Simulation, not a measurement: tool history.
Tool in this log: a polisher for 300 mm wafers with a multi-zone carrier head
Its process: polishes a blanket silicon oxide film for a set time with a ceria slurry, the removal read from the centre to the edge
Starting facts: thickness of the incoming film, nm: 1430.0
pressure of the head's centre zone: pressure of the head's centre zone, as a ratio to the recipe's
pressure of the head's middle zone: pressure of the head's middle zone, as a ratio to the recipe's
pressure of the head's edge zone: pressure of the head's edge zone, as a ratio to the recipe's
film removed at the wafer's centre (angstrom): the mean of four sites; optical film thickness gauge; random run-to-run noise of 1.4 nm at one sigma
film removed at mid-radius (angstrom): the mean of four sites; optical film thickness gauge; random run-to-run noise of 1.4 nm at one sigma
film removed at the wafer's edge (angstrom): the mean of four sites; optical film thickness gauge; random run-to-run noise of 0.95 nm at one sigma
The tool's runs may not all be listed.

| run | hour | flow of slurry (ml/min) | pressure of the head's centre zone | pressure of the head's middle zone | pressure of the head's edge zone | polishing time (s) | film removed at the wafer's centre (angstrom) | film removed at mid-radius (angstrom) | film removed at the wafer's edge (angstrom) |
|---|---|---|---|---|---|---|---|---|---|
| 1 | 0.0 | 140 | 1.00 | 1.00 | 1.00 | 62 | 1856.30 | 1868.30 | 1904.3 |
| 2 | 8.3 | 140 | 1.00 | 1.00 | 0.97 | 62 | 1895.00 | 1951.60 | 1873.5 |
| 3 | 8.9 | 140 | 1.00 | 1.00 | 0.97 | 76 | 2360.00 | 2311.80 | 2321.7 |
| 4 | 17.7 | 140 | 1.00 | 1.00 | 0.97 | 88 | 2674.50 | 2639.90 | 2657.5 |
| 5 | 21.0 | 130 | 0.97 | 0.97 | 0.96 | 74 | 2168.20 | 2159.80 | 2196.9 |
| 6 | 26.7 | 145 | 0.97 | 0.97 | 0.96 | 74 | 2230.10 | 2220.80 | 2268.1 |
| 7 | 28.8 | 105 | 0.87 | 0.90 | 0.88 | 56 | 1389.10 | 1473.90 | 1541.0 |
| 8 | 29.5 | 85 | 0.81 | 0.87 | 0.83 | 40 | 863.45 | 931.79 | 1042.9 |
| 9 | 35.4 | 100 | 0.81 | 0.88 | 0.84 | 40 | 904.81 | 1003.50 | 1076.1 |
| 10 | 42.5 | 110 | 0.81 | 0.88 | 0.85 | 40 | 916.76 | 1043.40 | 1080.0 |
| 11 | 45.9 | 115 | 0.82 | 0.88 | 0.88 | 40 | 958.92 | 1055.60 | 1140.8 |
|  | 51.7 | worn pad replaced by a new one |
| 12 | 51.7 | 120 | 0.82 | 0.88 | 0.88 | 40 | 1088.30 | 1208.40 | 1279.7 |
| 13 | 58.6 | 115 | 0.83 | 0.89 | 0.88 | 40 | 1085.00 | 1171.10 | 1252.9 |
| 14 | 65.9 | 115 | 0.83 | 0.90 | 0.88 | 40 | 1090.80 | 1193.40 | 1241.4 |
| 15 | 66.4 | 110 | 0.83 | 0.90 | 0.88 | 40 | 1058.50 | 1196.60 | 1234.4 |
| 16 | 75.2 | 105 | 0.84 | 0.90 | 0.87 | 40 | 1057.40 | 1167.00 | 1227.1 |
| 17 | 77.7 | 110 | 0.83 | 0.90 | 0.86 | 41 | 1088.90 | 1205.20 | 1261.0 |
| 18 | 83.4 | 105 | 0.83 | 0.90 | 0.85 | 41 | 1089.70 | 1211.90 | 1247.5 |

For run 19, what comes out?
| 19 | 84.0 | 100 | 0.83 | 0.90 | 0.85 | 41 | ? | ? | ? |

Run 19 gave film removed at the wafer's centre (angstrom) 1065.30, film removed at mid-radius (angstrom) 1162.20, film removed at the wafer's edge (angstrom) 1225.1.

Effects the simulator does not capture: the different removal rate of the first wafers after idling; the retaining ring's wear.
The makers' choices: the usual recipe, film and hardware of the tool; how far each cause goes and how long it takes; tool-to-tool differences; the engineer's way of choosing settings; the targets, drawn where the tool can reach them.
